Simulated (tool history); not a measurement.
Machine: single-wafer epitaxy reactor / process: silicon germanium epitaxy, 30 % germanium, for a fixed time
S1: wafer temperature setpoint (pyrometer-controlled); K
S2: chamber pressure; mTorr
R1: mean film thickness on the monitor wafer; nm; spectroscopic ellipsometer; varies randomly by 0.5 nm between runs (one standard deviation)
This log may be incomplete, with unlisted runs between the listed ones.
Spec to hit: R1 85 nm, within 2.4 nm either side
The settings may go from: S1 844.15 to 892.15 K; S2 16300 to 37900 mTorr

Run 1, hour 0: S1 868.15 K, S2 27100 mTorr. Result: R1 61.608 nm.
Run 2, hour 2.5: S1 868.15 K, S2 31200 mTorr. Result: R1 65.661 nm.
Run 3, hour 8.5: S1 872.15 K, S2 31400 mTorr. Result: R1 70.803 nm.
Run 4, hour 10.1: S1 872.15 K, S2 35500 mTorr. Result: R1 74.673 nm.
Run 5, hour 19: S1 874.15 K, S2 35600 mTorr. Result: R1 77.644 nm.
Run 6, hour 25.2: S1 863.15 K, S2 35600 mTorr. Result: R1 64.339 nm.
Run 7, hour 28: S1 863.15 K, S2 35600 mTorr. Result: R1 64.631 nm.
Run 8, hour 33.9: S1 868.15 K, S2 35900 mTorr. Result: R1 69.555 nm.
Run 9, hour 38.2: S1 872.15 K, S2 36100 mTorr. Result: R1 75.764 nm.
Run 10, hour 42.7: S1 874.15 K, S2 36200 mTorr. Result: R1 77.25 nm.
Run 11, hour 51.4: S1 876.15 K, S2 36300 mTorr. Result: R1 81.061 nm.

Which single option among these 5 for the next run brings every result within its allowed miss of target? Just one does.
Run A, hour 60.1: S1 875.15 K, S2 37700 mTorr. Result: R1 ?.
Run B, hour 60.1: S1 874.15 K, S2 37800 mTorr. Result: R1 ?.
Run C, hour 60.1: S1 885.15 K, S2 33600 mTorr. Result: R1 ?.
Run D, hour 60.1: S1 870.15 K, S2 36400 mTorr. Result: R1 ?.
Run E, hour 60.1: S1 880.15 K, S2 35300 mTorr. Result: R1 ?.

move      R1
   A  81.039
   B  79.819
   C  90.396
   D  73.459
   E  85.313
A: about as far from the targets as the last run
B: the biggest miss grows against the last run
C: takes the biggest miss from the last run beyond its target
D: the biggest miss grows against the last run
E: all results land within tolerance of their targets
So the answer is move E, the one that meets all the targets.
